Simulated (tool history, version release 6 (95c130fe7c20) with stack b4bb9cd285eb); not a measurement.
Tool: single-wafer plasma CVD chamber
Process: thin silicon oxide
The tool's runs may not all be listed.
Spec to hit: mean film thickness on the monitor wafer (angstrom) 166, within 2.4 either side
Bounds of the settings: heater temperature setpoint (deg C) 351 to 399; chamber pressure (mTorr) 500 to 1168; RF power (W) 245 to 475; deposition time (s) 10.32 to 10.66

| run | hour | heater temperature setpoint (deg C) | chamber pressure (mTorr) | RF power (W) | deposition time (s) | mean film thickness on the monitor wafer (angstrom) |
|---|---|---|---|---|---|---|
| 1 | 0 | 375 | 834 | 360 | 10.32 | 195.32 |
| 2 | 6.8 | 375 | 834 | 380 | 10.32 | 198.69 |
| 3 | 7.6 | 366 | 834 | 380 | 10.32 | 199.91 |
| 4 | 9.5 | 366 | 799 | 380 | 10.32 | 195.15 |
| 5 | 10.9 | 372 | 799 | 380 | 10.32 | 194.66 |
| 6 | 17.6 | 372 | 799 | 410 | 10.32 | 198.08 |
| 7 | 22.8 | 372 | 762 | 410 | 10.32 | 191.97 |
| 8 | 28.7 | 372 | 762 | 410 | 10.32 | 192.26 |

Below are 4 possible settings for the next run. Only one of them brings all results inside the allowed miss of their targets. Which is it?
| A | 34.6 | 372 | 589 | 380 | 10.36 | ? |
| B | 34.6 | 372 | 883 | 400 | 10.66 | ? |
| C | 34.6 | 373 | 648 | 400 | 10.32 | ? |
| D | 34.6 | 364 | 599 | 420 | 10.32 | ? |

| move | mean film thickness on the monitor wafer (angstrom) |
|---|---|
| A | 159.72 |
| B | 216.66 |
| C | 172.13 |
| D | 167.1 |
A: carries the result that was furthest off beyond its target, to the other side
B: further off than the last run
C: nearer than the last run, and not there yet
D: all results in spec
Answer: D

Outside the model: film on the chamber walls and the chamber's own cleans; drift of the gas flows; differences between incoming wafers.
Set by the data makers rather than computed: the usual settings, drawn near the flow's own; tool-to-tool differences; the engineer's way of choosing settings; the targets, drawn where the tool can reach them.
